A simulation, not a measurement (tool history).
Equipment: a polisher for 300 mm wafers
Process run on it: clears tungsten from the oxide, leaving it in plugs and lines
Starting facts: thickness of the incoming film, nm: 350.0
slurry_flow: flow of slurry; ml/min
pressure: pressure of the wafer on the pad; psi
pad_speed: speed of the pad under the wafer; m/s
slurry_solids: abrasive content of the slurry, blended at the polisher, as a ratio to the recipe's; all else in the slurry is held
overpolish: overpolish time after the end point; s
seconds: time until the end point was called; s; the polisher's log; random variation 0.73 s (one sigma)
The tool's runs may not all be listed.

run    day  slurry_flow  pressure  pad_speed  slurry_solids  overpolish  seconds
  1  0.000          180       3.3       1.40            1.0          34   71.326
  2  0.300          180       3.3       1.40            1.2          34   70.635
  3  0.592          180       3.3       1.58            1.2          34   65.399
  4  0.921          180       3.4       1.58            1.2          34   62.220
  5  1.238          180       3.5       1.58            1.2          34   58.374
  6  1.583          180       3.5       1.58            1.2          36   59.830

Run 7 comes next. What will it give?
  7  1.833          180       3.6       1.58            1.2          36        ?

Run 7 produced seconds 58.400 s.
